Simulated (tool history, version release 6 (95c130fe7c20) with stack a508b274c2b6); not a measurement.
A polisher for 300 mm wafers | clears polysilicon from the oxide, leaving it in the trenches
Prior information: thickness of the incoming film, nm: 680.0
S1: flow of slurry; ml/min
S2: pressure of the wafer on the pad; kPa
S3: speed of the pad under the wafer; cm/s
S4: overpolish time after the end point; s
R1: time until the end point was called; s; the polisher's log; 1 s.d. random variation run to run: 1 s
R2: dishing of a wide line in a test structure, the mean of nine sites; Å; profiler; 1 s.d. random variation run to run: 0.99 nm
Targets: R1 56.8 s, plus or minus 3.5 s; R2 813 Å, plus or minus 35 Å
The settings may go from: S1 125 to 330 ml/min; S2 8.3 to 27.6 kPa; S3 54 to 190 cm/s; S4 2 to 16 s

run,hour,S1,S2,S3,S4,R1,R2
1,0,210,17.9,122,8,53.981,669.99
2,6.1,245,17.9,122,8,50.536,663.67
3,11.4,225,17.9,122,9,54.106,711.5
4,14.5,225,17.9,122,7,52.423,619.47
5,16.9,225,17.9,138,7,48.404,661.72
6,18.7,225,17.9,138,9,46.887,733.85
7,21.7,215,17.2,136,10,49.535,773.3
8,29.2,215,14.5,134,12,59.489,765.33
9,37,215,15.2,134,12,57.251,785.82
10,39.6,210,15.2,134,12,56.233,783.73

Pick the move, out of 5, that brings all results within their allowed miss; only one does.
A,42.2,205,13.8,140,11,?,?
B,42.2,195,15.9,130,11,?,?
C,42.2,170,12.4,156,10,?,?
D,42.2,210,15.2,134,11,?,?
E,42.2,230,17.2,118,14,?,?

move,R1,R2
A,57.265,737.46
B,55.265,748.39
C,57.455,706.1
D,55.192,748.79
E,55.431,814.95
A: its largest miss is bigger than the last run's
B: its largest miss is bigger than the last run's
C: its largest miss is bigger than the last run's
D: its largest miss is bigger than the last run's
E: hits every target within its allowed miss
The move that meets every target is E.
